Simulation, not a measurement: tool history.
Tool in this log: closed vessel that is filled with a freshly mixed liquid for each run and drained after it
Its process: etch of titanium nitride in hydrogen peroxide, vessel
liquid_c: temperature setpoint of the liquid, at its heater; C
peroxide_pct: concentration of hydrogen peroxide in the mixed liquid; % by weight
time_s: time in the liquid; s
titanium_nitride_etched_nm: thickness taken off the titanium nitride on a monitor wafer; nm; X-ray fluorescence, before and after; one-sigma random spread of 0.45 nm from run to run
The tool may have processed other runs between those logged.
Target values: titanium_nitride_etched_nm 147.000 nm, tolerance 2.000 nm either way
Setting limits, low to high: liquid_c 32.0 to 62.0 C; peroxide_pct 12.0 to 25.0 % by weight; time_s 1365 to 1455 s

Run 1, hour 0.0: liquid_c 46.0 C, peroxide_pct 17.0 % by weight, time_s 1365 s. Result: titanium_nitride_etched_nm 60.507 nm.
Run 2, hour 3.9: liquid_c 46.0 C, peroxide_pct 20.0 % by weight, time_s 1365 s. Result: titanium_nitride_etched_nm 62.513 nm.
Run 3, hour 11.4: liquid_c 48.5 C, peroxide_pct 20.0 % by weight, time_s 1365 s. Result: titanium_nitride_etched_nm 74.998 nm.
Run 4, hour 16.0: liquid_c 48.5 C, peroxide_pct 20.0 % by weight, time_s 1455 s. Result: titanium_nitride_etched_nm 80.243 nm.
Run 5, hour 24.5: liquid_c 50.5 C, peroxide_pct 20.0 % by weight, time_s 1455 s. Result: titanium_nitride_etched_nm 92.129 nm.
Run 6, hour 26.7: liquid_c 50.5 C, peroxide_pct 18.0 % by weight, time_s 1455 s. Result: titanium_nitride_etched_nm 90.787 nm.
Run 7, hour 29.8: liquid_c 52.0 C, peroxide_pct 18.0 % by weight, time_s 1455 s. Result: titanium_nitride_etched_nm 100.470 nm.
Run 8, hour 35.5: liquid_c 58.5 C, peroxide_pct 18.0 % by weight, time_s 1455 s. Result: titanium_nitride_etched_nm 158.850 nm.
Run 9, hour 43.5: liquid_c 57.0 C, peroxide_pct 18.0 % by weight, time_s 1455 s. Result: titanium_nitride_etched_nm 142.980 nm.

Which of these 4 next moves meets every target?
Run A, hour 51.5: liquid_c 56.5 C, peroxide_pct 19.5 % by weight, time_s 1455 s. Result: titanium_nitride_etched_nm ?.
Run B, hour 51.5: liquid_c 57.5 C, peroxide_pct 18.5 % by weight, time_s 1395 s. Result: titanium_nitride_etched_nm ?.
Run C, hour 51.5: liquid_c 57.5 C, peroxide_pct 14.5 % by weight, time_s 1455 s. Result: titanium_nitride_etched_nm ?.
Run D, hour 51.5: liquid_c 57.5 C, peroxide_pct 18.5 % by weight, time_s 1440 s. Result: titanium_nitride_etched_nm ?.

move  titanium_nitride_etched_nm
   A                     139.990
   B                     142.220
   C                     140.890
   D                     146.810
A: misses by more than the last run did
B: misses by more than the last run did
C: misses by more than the last run did
D: all results land within tolerance of their targets
The right move is D.
